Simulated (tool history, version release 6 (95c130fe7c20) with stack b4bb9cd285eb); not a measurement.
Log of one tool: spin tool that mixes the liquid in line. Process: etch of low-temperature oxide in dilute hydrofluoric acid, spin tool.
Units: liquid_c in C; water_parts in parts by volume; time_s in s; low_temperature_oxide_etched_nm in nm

run  hour  liquid_c  water_parts  time_s  low_temperature_oxide_etched_nm
  1     0        24          125     270                            89.91
  2   2.1        24          145     270                           75.964
  3   4.1      22.5          145     270                           70.584
  4  12.1      23.5          140     270                           76.317
  5    18      24.5          135     270                           83.966
  6  24.9      25.5          130     270                           90.611
  7    30        26          125     270                            99.09
  8  36.2      26.5          125     270                           97.067
  9  41.1        27          125     270                           99.439
 10  49.1      27.5          125     270                           103.31
 11  51.7        28          125     270                           105.74
 12    60      28.5          125     270                           105.61
 13  64.9        29          125     270                           108.42

Run 14 comes next. What will it give?
 14  68.3      29.5          125     270                                ?

low_temperature_oxide_etched_nm: 110.31 nm

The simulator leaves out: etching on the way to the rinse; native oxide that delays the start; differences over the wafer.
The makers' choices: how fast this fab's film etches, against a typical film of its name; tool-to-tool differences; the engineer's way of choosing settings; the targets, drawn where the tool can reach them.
